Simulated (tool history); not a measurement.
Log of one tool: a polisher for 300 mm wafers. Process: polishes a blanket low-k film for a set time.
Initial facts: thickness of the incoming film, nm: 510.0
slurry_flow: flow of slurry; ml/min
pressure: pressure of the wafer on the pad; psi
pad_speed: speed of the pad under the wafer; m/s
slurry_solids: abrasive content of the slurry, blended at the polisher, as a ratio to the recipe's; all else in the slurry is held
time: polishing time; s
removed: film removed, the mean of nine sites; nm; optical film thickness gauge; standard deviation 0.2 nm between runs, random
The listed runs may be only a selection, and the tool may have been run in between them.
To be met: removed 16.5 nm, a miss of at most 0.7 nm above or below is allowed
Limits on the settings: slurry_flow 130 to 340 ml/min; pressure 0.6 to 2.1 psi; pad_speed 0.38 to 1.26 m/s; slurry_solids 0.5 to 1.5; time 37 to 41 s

run 1 hour=0 | slurry_flow=220 pressure=1.3 pad_speed=0.82 slurry_solids=1 time=41 | removed=8.3631
run 2 hour=7.8 | slurry_flow=220 pressure=1.3 pad_speed=0.82 slurry_solids=0.85 time=41 | removed=7.6178
run 3 hour=10.1 | slurry_flow=220 pressure=1.3 pad_speed=1.02 slurry_solids=0.85 time=41 | removed=9.219
run 4 hour=14.3 | slurry_flow=220 pressure=1.4 pad_speed=1.02 slurry_solids=0.85 time=41 | removed=9.6071
run 5 hour=19.7 | slurry_flow=220 pressure=1.5 pad_speed=1.04 slurry_solids=0.85 time=41 | removed=10.418
run 6 hour=23 | slurry_flow=220 pressure=1.6 pad_speed=1.04 slurry_solids=0.85 time=41 | removed=11.043
run 7 hour=23.7 | slurry_flow=220 pressure=1.6 pad_speed=1.04 slurry_solids=0.85 time=41 | removed=11.024
run 8 hour=30.6 | slurry_flow=220 pressure=1.6 pad_speed=1.04 slurry_solids=0.85 time=41 | removed=10.937
run 9 hour=37.4 | slurry_flow=220 pressure=1.7 pad_speed=1.06 slurry_solids=0.85 time=41 | removed=11.585
run 10 hour=43.7 | slurry_flow=220 pressure=1.8 pad_speed=1.08 slurry_solids=0.85 time=41 | removed=12.489
run 11 hour=52.2 | slurry_flow=220 pressure=1.9 pad_speed=1.1 slurry_solids=0.85 time=41 | removed=13.243
run 12 hour=54.1 | slurry_flow=220 pressure=1.9 pad_speed=1.12 slurry_solids=0.85 time=41 | removed=13.581
run 13 hour=61.2 | slurry_flow=220 pressure=1.9 pad_speed=1.14 slurry_solids=0.85 time=41 | removed=13.788
run 14 hour=63.4 | slurry_flow=220 pressure=1.9 pad_speed=1.16 slurry_solids=0.85 time=41 | removed=13.626
run 15 hour=72.1 | slurry_flow=220 pressure=1.9 pad_speed=1.18 slurry_solids=0.85 time=41 | removed=14.266
run 16 hour=78.3 | slurry_flow=220 pressure=2.1 pad_speed=1.18 slurry_solids=0.85 time=41 | removed=15.421
run 17 hour=81.8 | slurry_flow=220 pressure=2.1 pad_speed=1.2 slurry_solids=0.85 time=41 | removed=15.418
run 18 hour=85.5 | slurry_flow=220 pressure=2.1 pad_speed=1.22 slurry_solids=0.85 time=41 | removed=15.495
-- hour=87.3 conditioning disc replaced and pad reconditioned
run 19 hour=87.3 | slurry_flow=225 pressure=2.1 pad_speed=1.24 slurry_solids=0.9 time=41 | removed=19.582

Of the 5 settings listed for the next run, only one would bring every result within its allowed miss of target. Which one?
run A hour=89.1 | slurry_flow=225 pressure=2.1 pad_speed=1.16 slurry_solids=0.9 time=41 | removed=?
run B hour=89.1 | slurry_flow=215 pressure=2 pad_speed=1.18 slurry_solids=0.9 time=39 | removed=?
run C hour=89.1 | slurry_flow=215 pressure=2.1 pad_speed=1.14 slurry_solids=0.95 time=41 | removed=?
run D hour=89.1 | slurry_flow=200 pressure=2.1 pad_speed=1.26 slurry_solids=0.85 time=41 | removed=?
run E hour=89.1 | slurry_flow=230 pressure=2.1 pad_speed=1.2 slurry_solids=0.85 time=41 | removed=?

move=A removed=18.441
move=B removed=16.85
move=C removed=18.647
move=D removed=18.729
move=E removed=18.358
A: an improvement on the last run, though not all results are within tolerance
B: all results in spec
C: an improvement on the last run, though not all results are within tolerance
D: an improvement on the last run, though not all results are within tolerance
E: an improvement on the last run, though not all results are within tolerance
The move that meets every target is B.

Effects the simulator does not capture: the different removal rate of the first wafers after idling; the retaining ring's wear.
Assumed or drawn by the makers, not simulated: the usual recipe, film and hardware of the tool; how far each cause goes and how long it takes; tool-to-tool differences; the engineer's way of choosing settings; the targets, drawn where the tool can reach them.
